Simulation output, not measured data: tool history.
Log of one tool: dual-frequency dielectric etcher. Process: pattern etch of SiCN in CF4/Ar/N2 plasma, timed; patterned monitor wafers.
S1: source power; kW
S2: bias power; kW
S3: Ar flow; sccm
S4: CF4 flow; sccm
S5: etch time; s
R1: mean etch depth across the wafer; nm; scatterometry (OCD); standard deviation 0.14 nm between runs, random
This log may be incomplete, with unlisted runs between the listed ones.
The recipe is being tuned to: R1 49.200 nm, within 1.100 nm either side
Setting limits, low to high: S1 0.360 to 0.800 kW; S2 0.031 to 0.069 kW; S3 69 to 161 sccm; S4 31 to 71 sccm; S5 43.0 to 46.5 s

run  hour     S1     S2   S3  S4    S5      R1
  1   0.0  0.580  0.050  115  51  46.5  42.901
  2   8.2  0.580  0.050  115  45  46.5  41.757
  3  14.9  0.580  0.042  115  45  46.5  38.338
  4  19.8  0.610  0.042  115  45  46.5  39.856
  5  23.3  0.610  0.042  115  53  46.5  41.203
  6  29.0  0.610  0.042  115  58  46.5  41.927
  7  30.6  0.630  0.042  115  58  46.5  43.295
  8  37.1  0.650  0.042  115  58  46.5  44.638
  9  40.8  0.660  0.042  115  58  46.5  45.002
 10  42.7  0.670  0.042  115  58  46.5  45.927
 11  49.6  0.670  0.042  115  58  46.5  45.802
 12  51.8  0.680  0.042  115  58  46.5  46.444

Below are 5 possible settings for the next run. Only one of them brings all results inside the allowed miss of their targets. Which is it?
  A  54.0  0.600  0.046  120  63  46.5   ?
  B  54.0  0.690  0.038  116  62  43.5   ?
  C  54.0  0.640  0.044  133  56  45.5   ?
  D  54.0  0.730  0.043  113  52  46.0   ?
  E  54.0  0.670  0.047  130  54  45.0   ?

move      R1
   A  43.355
   B  42.684
   C  41.856
   D  49.303
   E  44.682
A: further off than the last run
B: further off than the last run
C: further off than the last run
D: all results land within tolerance of their targets
E: further off than the last run
So the answer is move D, the one that meets all the targets.

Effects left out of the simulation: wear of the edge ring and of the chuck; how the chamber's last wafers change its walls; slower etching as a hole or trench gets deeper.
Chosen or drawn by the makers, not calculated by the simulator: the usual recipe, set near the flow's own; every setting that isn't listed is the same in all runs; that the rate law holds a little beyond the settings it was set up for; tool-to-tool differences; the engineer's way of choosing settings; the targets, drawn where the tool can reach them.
